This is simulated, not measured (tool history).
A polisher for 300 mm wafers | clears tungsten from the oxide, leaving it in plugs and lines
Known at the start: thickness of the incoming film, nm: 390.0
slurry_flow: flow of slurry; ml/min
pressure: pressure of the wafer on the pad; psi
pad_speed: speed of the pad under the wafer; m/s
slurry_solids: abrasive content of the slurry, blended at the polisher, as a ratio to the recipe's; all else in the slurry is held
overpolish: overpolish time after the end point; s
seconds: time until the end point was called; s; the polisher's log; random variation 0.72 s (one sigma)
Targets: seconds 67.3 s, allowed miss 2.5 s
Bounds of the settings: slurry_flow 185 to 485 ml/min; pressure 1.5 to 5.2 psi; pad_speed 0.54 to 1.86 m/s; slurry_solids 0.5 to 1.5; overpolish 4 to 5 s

run	hour	slurry_flow	pressure	pad_speed	slurry_solids	overpolish	seconds
1	0	310	3.3	1.18	1	5	94.91
2	4.5	310	3.3	1.04	1	5	107.02
3	6.7	380	3.3	1.04	1	5	107.75
4	13.3	380	3.5	1.04	1	5	100.75
5	14	380	3.5	1.04	1.15	5	99.551
6	15.2	350	3.5	1.04	1.15	5	100.04
7	17.7	350	3.7	1.04	1.15	5	95.393
8	26.2	350	3.9	1.04	1.15	5	91.506
9	30.7	350	3.9	1.04	1.15	5	87.094
10	35.1	350	4.9	1.06	1.15	5	69.309

Which of these 5 next moves meets every target?
A	39.5	400	5.1	1.08	1.05	5	?
B	39.5	250	4.8	1.06	1.05	5	?
C	39.5	390	3.7	1.24	1.4	5	?
D	39.5	305	4.7	1.08	0.95	4	?
E	39.5	370	4.9	1	0.95	4	?

move	seconds
A	66.399
B	74.185
C	75.987
D	74.337
E	75.865
A: meets every target
B: further off than the last run
C: further off than the last run
D: further off than the last run
E: further off than the last run
Answer: A
